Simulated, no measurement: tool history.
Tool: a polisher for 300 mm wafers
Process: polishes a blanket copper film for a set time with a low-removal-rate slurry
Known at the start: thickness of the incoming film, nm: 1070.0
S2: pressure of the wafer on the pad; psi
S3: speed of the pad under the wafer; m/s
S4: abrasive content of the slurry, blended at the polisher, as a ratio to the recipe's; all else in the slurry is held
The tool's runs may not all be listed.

run 1 hour=0 | flow_of_slurry_(ml/min)=245 S2=2.3 S3=0.9 S4=1 polishing_time_(s)=85 | film_removed_(angstrom)=2146
run 2 hour=1.7 | flow_of_slurry_(ml/min)=245 S2=2.3 S3=1.02 S4=1 polishing_time_(s)=85 | film_removed_(angstrom)=2422.9
run 3 hour=9.1 | flow_of_slurry_(ml/min)=245 S2=2.1 S3=1.02 S4=1 polishing_time_(s)=85 | film_removed_(angstrom)=2195.2
run 4 hour=18.1 | flow_of_slurry_(ml/min)=245 S2=1.9 S3=1.02 S4=1 polishing_time_(s)=85 | film_removed_(angstrom)=1994.6
run 5 hour=20.6 | flow_of_slurry_(ml/min)=295 S2=1.9 S3=1.02 S4=1 polishing_time_(s)=85 | film_removed_(angstrom)=2041.8
run 6 hour=27.1 | flow_of_slurry_(ml/min)=295 S2=1.9 S3=1.02 S4=1 polishing_time_(s)=85 | film_removed_(angstrom)=2052.4
run 7 hour=28.4 | flow_of_slurry_(ml/min)=295 S2=1.8 S3=1.02 S4=1 polishing_time_(s)=85 | film_removed_(angstrom)=1978
run 8 hour=31.6 | flow_of_slurry_(ml/min)=295 S2=1.8 S3=1.02 S4=1 polishing_time_(s)=85 | film_removed_(angstrom)=1943.5
run 9 hour=37.6 | flow_of_slurry_(ml/min)=295 S2=1.7 S3=1.02 S4=1 polishing_time_(s)=85 | film_removed_(angstrom)=1840.1

Forecast run 10:
run 10 hour=38.3 | flow_of_slurry_(ml/min)=295 S2=1.6 S3=1.02 S4=1 polishing_time_(s)=85 | film_removed_(angstrom)=?

film removed (angstrom): 1700.4
